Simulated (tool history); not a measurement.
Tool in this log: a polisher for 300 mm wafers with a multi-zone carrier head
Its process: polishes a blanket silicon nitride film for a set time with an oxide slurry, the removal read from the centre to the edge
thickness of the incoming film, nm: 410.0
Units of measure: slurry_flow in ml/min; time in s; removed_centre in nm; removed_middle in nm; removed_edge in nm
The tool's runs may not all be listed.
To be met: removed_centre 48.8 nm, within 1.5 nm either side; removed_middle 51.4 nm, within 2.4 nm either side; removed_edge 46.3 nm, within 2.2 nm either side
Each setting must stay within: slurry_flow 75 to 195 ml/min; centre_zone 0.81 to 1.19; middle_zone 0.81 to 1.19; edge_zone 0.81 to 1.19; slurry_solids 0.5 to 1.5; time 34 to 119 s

{"run": 1, "hour": 0.0, "slurry_flow": 125, "centre_zone": 1, "middle_zone": 1, "edge_zone": 1, "slurry_solids": 1, "time": 76, "removed_centre": 57.903, "removed_middle": 57.545, "removed_edge": 57.507}
{"run": 2, "hour": 6.7, "slurry_flow": 125, "centre_zone": 0.95, "middle_zone": 1, "edge_zone": 1, "slurry_solids": 1, "time": 76, "removed_centre": 55.97, "removed_middle": 57.723, "removed_edge": 56.269}
{"run": 3, "hour": 11.1, "slurry_flow": 125, "centre_zone": 0.95, "middle_zone": 1, "edge_zone": 1, "slurry_solids": 1.1, "time": 76, "removed_centre": 56.953, "removed_middle": 60.82, "removed_edge": 57.758}
{"run": 4, "hour": 17.8, "slurry_flow": 125, "centre_zone": 0.98, "middle_zone": 1, "edge_zone": 1, "slurry_solids": 1.1, "time": 76, "removed_centre": 59.207, "removed_middle": 59.857, "removed_edge": 58.102}
{"run": 5, "hour": 20.2, "slurry_flow": 125, "centre_zone": 0.98, "middle_zone": 1, "edge_zone": 1, "slurry_solids": 1.1, "time": 66, "removed_centre": 51.481, "removed_middle": 53.663, "removed_edge": 51.353}
{"run": 6, "hour": 28.4, "slurry_flow": 125, "centre_zone": 0.94, "middle_zone": 1, "edge_zone": 1, "slurry_solids": 1.1, "time": 66, "removed_centre": 50.044, "removed_middle": 51.351, "removed_edge": 50.768}
{"hour": 29.5, "done": "edge zone pressure recalibrated"}
{"run": 7, "hour": 29.5, "slurry_flow": 125, "centre_zone": 0.94, "middle_zone": 1.01, "edge_zone": 0.97, "slurry_solids": 1.1, "time": 66, "removed_centre": 49.584, "removed_middle": 51.277, "removed_edge": 52.023}
{"run": 8, "hour": 37.9, "slurry_flow": 125, "centre_zone": 0.95, "middle_zone": 1, "edge_zone": 1.01, "slurry_solids": 1.05, "time": 66, "removed_centre": 48.123, "removed_middle": 50.295, "removed_edge": 53.281}
{"run": 9, "hour": 42.6, "slurry_flow": 125, "centre_zone": 0.96, "middle_zone": 1.02, "edge_zone": 0.98, "slurry_solids": 1.05, "time": 65, "removed_centre": 47.774, "removed_middle": 51.736, "removed_edge": 50.813}
{"run": 10, "hour": 46.3, "slurry_flow": 125, "centre_zone": 0.98, "middle_zone": 1.02, "edge_zone": 0.94, "slurry_solids": 1.05, "time": 64, "removed_centre": 48.976, "removed_middle": 50.282, "removed_edge": 47.616}

5 next moves are on the table. One of them brings every result within its allowed miss. Which?
{"run": "A", "hour": 50.0, "slurry_flow": 100, "centre_zone": 0.99, "middle_zone": 0.99, "edge_zone": 0.97, "slurry_solids": 1.3, "time": 62, "removed_centre": "?", "removed_middle": "?", "removed_edge": "?"}
{"run": "B", "hour": 50.0, "slurry_flow": 155, "centre_zone": 0.97, "middle_zone": 1, "edge_zone": 1.04, "slurry_solids": 0.8, "time": 73, "removed_centre": "?", "removed_middle": "?", "removed_edge": "?"}
{"run": "C", "hour": 50.0, "slurry_flow": 125, "centre_zone": 1.02, "middle_zone": 1.03, "edge_zone": 1.06, "slurry_solids": 1.05, "time": 63, "removed_centre": "?", "removed_middle": "?", "removed_edge": "?"}
{"run": "D", "hour": 50.0, "slurry_flow": 120, "centre_zone": 1.02, "middle_zone": 1.09, "edge_zone": 0.9, "slurry_solids": 1.1, "time": 61, "removed_centre": "?", "removed_middle": "?", "removed_edge": "?"}
{"run": "E", "hour": 50.0, "slurry_flow": 125, "centre_zone": 1.07, "middle_zone": 0.97, "edge_zone": 0.94, "slurry_solids": 0.95, "time": 65, "removed_centre": "?", "removed_middle": "?", "removed_edge": "?"}

move=A removed_centre=49.756 removed_middle=49.31 removed_edge=51.845
move=B removed_centre=50.112 removed_middle=50.577 removed_edge=53.347
move=C removed_centre=49.875 removed_middle=49.19 removed_edge=51.676
move=D removed_centre=48.919 removed_middle=50.528 removed_edge=46.967
move=E removed_centre=51.548 removed_middle=46.212 removed_edge=48.084
A: further off than the last run
B: further off than the last run
C: further off than the last run
D: every result within its allowed miss
E: the furthest-off result lands on target, but another misses its tolerance
The move that meets every target is D.

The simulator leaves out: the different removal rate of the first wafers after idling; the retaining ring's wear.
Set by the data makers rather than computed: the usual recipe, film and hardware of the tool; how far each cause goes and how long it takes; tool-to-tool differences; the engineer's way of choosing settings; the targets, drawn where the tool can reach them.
